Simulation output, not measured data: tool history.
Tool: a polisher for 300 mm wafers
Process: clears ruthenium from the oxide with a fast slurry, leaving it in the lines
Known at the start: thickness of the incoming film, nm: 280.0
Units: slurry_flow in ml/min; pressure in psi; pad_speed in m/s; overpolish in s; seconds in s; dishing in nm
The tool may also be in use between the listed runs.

| run | day | slurry_flow | pressure | pad_speed | slurry_solids | overpolish | seconds | dishing |
|---|---|---|---|---|---|---|---|---|
| 1 | 0.000 | 210 | 2.9 | 0.82 | 1.0 | 12 | 74.483 | 26.593 |
| 2 | 0.342 | 210 | 2.9 | 0.82 | 1.0 | 10 | 72.668 | 23.299 |
| 3 | 0.646 | 210 | 2.4 | 0.80 | 1.0 | 11 | 85.012 | 22.471 |
| 4 | 0.821 | 210 | 2.1 | 0.80 | 1.0 | 11 | 93.536 | 21.209 |
| 5 | 1.196 | 190 | 2.1 | 0.80 | 1.0 | 11 | 94.387 | 21.643 |
| 6 | 1.388 | 190 | 2.1 | 0.98 | 1.0 | 11 | 77.817 | 24.323 |
| 7 | 1.621 | 185 | 1.8 | 0.88 | 1.0 | 12 | 96.403 | 22.179 |

The next listed run, before its measurement:
| 8 | 1.979 | 180 | 1.6 | 0.82 | 1.0 | 12 | ? | ? |

seconds: 107.870 s
dishing: 20.230 nm

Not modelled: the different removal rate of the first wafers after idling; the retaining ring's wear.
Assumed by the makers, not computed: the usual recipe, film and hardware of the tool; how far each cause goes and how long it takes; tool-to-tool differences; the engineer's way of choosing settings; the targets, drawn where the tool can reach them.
